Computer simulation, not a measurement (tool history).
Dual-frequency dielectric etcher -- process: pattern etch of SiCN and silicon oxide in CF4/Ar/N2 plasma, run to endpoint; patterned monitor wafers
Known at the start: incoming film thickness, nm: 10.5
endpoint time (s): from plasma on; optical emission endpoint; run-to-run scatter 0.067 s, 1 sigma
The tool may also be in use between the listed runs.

run,hour,source power (W),bias power (W),Ar flow (sccm),CF4 flow (sccm),endpoint time (s)
1,0.0,510,76,130,75,11.2230
2,5.9,540,77,130,75,10.6250
3,12.8,560,77,130,75,10.3750
4,18.6,530,77,130,75,10.9030
5,25.3,560,78,130,75,10.3300
6,28.9,560,78,130,63,10.4040
7,33.6,580,78,130,63,10.2610

The next listed run, before its measurement:
8,40.4,600,79,130,63,?

endpoint time (s): 9.7534
